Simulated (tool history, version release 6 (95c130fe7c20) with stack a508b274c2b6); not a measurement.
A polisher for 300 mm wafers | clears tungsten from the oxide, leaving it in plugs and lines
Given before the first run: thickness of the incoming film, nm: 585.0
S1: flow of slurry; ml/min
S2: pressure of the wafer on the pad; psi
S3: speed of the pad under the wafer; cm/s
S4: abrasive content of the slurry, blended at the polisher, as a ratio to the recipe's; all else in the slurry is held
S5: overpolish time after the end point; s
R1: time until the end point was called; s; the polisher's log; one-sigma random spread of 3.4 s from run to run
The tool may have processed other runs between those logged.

run	hour	S1	S2	S3	S4	S5	R1
1	0	275	4.5	86	1	20	129.5
2	7.4	275	4.1	86	1	20	144.63
3	9.3	275	5	86	1	20	118.3
4	12.7	275	4	86	1	20	147.89
5	16	275	4	86	1.15	20	141.27
6	21.4	275	4.7	86	1.15	20	124.32
7	26.4	275	4.3	84	1.15	20	142.67
8	33.8	275	4	84	1.15	20	144.17
9	35.4	275	3.7	82	1.15	20	166.55
10	39.9	275	3.5	82	1.15	20	169.58

Run 11 is up next; what results do you expect?
11	42	275	3.3	82	1.15	20	?

Run 11 yielded R1 186.29 s.
